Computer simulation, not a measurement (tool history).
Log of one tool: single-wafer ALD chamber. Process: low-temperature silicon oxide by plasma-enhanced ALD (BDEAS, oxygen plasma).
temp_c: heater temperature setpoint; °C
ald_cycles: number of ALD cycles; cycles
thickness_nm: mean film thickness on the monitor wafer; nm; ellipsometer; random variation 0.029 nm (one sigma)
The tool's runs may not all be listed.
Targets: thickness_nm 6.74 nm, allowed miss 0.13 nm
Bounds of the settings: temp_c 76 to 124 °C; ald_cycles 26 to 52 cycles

run,day,temp_c,ald_cycles,thickness_nm
1,0,100,39,5.5685
2,0.175,96,39,5.6355
3,0.25,94,41,5.9628
4,0.354,94,36,5.1865
5,0.721,94,34,4.9069
6,0.933,85,34,5.1013
7,1.112,83,36,5.4114
8,1.179,82,38,5.7316

Which of these 4 next moves meets every target?
A,1.246,87,31,?
B,1.246,95,38,?
C,1.246,79,44,?
D,1.246,99,37,?

move,thickness_nm
A,4.6255
B,5.5102
C,6.7503
D,5.2874
A: further off than the last run
B: further off than the last run
C: meets every target
D: further off than the last run
Answer: C
